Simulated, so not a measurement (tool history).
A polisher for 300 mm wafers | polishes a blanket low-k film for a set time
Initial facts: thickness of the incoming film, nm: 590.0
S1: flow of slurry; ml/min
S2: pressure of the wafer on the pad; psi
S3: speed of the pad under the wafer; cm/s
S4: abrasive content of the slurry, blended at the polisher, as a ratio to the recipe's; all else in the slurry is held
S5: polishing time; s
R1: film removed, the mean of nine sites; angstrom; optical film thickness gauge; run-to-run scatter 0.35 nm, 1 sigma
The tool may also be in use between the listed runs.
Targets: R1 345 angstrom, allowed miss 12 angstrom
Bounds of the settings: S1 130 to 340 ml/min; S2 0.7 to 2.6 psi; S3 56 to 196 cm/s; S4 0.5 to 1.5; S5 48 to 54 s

run	hour	S1	S2	S3	S4	S5	R1
1	0	220	1.6	126	1	54	252.09
2	0.8	220	1.6	126	1.1	54	263.65
3	9.6	220	1.6	112	1.1	54	242.78
4	15.8	220	1.7	112	1.1	54	257.88
5	22.1	220	1.8	112	1.1	54	272.63
6	24.3	220	1.8	112	1.3	54	285.01
7	27.5	225	2	112	1.3	54	317.62
8	31.1	225	2.1	112	1.3	54	331.28

Which single option among these 4 for the next run brings every result within its allowed miss of target? Just one does.
A	34.7	240	2.2	106	1.35	49	?
B	34.7	225	2.5	104	1.2	51	?
C	34.7	235	2.1	120	1.3	50	?
D	34.7	225	2.1	108	1.35	53	?

move	R1
A	311.22
B	345.17
C	327.21
D	323.65
A: its largest miss is bigger than the last run's
B: meets every target
C: its largest miss is bigger than the last run's
D: its largest miss is bigger than the last run's
Answer: B
